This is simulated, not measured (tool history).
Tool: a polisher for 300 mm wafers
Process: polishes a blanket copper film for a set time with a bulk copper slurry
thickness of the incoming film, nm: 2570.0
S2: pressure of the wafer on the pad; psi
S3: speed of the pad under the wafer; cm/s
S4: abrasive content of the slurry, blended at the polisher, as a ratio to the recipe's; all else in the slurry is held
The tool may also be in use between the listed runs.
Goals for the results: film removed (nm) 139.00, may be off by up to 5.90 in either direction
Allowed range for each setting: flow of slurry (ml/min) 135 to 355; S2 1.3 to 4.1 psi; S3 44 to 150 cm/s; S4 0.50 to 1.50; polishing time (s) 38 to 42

{"run": 1, "hour": 0.0, "flow of slurry (ml/min)": 225, "S2": 2.7, "S3": 96, "S4": 1.0, "polishing time (s)": 42, "film removed (nm)": 291.46}
{"run": 2, "hour": 4.8, "flow of slurry (ml/min)": 225, "S2": 2.3, "S3": 90, "S4": 1.0, "polishing time (s)": 42, "film removed (nm)": 236.4}
{"run": 3, "hour": 8.3, "flow of slurry (ml/min)": 180, "S2": 2.3, "S3": 90, "S4": 1.0, "polishing time (s)": 42, "film removed (nm)": 233.17}
{"run": 4, "hour": 12.2, "flow of slurry (ml/min)": 180, "S2": 2.3, "S3": 90, "S4": 1.0, "polishing time (s)": 38, "film removed (nm)": 208.0}
{"run": 5, "hour": 15.7, "flow of slurry (ml/min)": 180, "S2": 2.0, "S3": 90, "S4": 1.0, "polishing time (s)": 38, "film removed (nm)": 181.39}
{"run": 6, "hour": 19.0, "flow of slurry (ml/min)": 180, "S2": 2.0, "S3": 90, "S4": 1.0, "polishing time (s)": 42, "film removed (nm)": 204.36}
{"run": 7, "hour": 26.8, "flow of slurry (ml/min)": 180, "S2": 1.8, "S3": 88, "S4": 1.0, "polishing time (s)": 42, "film removed (nm)": 177.78}
{"run": 8, "hour": 34.9, "flow of slurry (ml/min)": 180, "S2": 1.7, "S3": 88, "S4": 1.0, "polishing time (s)": 42, "film removed (nm)": 173.59}

Which of these 4 next moves meets every target?
{"run": "A", "hour": 43.0, "flow of slurry (ml/min)": 185, "S2": 1.6, "S3": 84, "S4": 1.1, "polishing time (s)": 41, "film removed (nm)": "?"}
{"run": "B", "hour": 43.0, "flow of slurry (ml/min)": 205, "S2": 1.6, "S3": 82, "S4": 1.15, "polishing time (s)": 38, "film removed (nm)": "?"}
{"run": "C", "hour": 43.0, "flow of slurry (ml/min)": 180, "S2": 1.5, "S3": 80, "S4": 0.95, "polishing time (s)": 40, "film removed (nm)": "?"}
{"run": "D", "hour": 43.0, "flow of slurry (ml/min)": 255, "S2": 1.4, "S3": 98, "S4": 1.15, "polishing time (s)": 40, "film removed (nm)": "?"}

move=A film_removed_(nm)=149.78
move=B film_removed_(nm)=137.87
move=C film_removed_(nm)=127.11
move=D film_removed_(nm)=154.31
A: gains on the last run, yet a result remains outside its allowed miss
B: meets every target
C: carries the result that was furthest off beyond its target, to the other side
D: gains on the last run, yet a result remains outside its allowed miss
B meets every target.
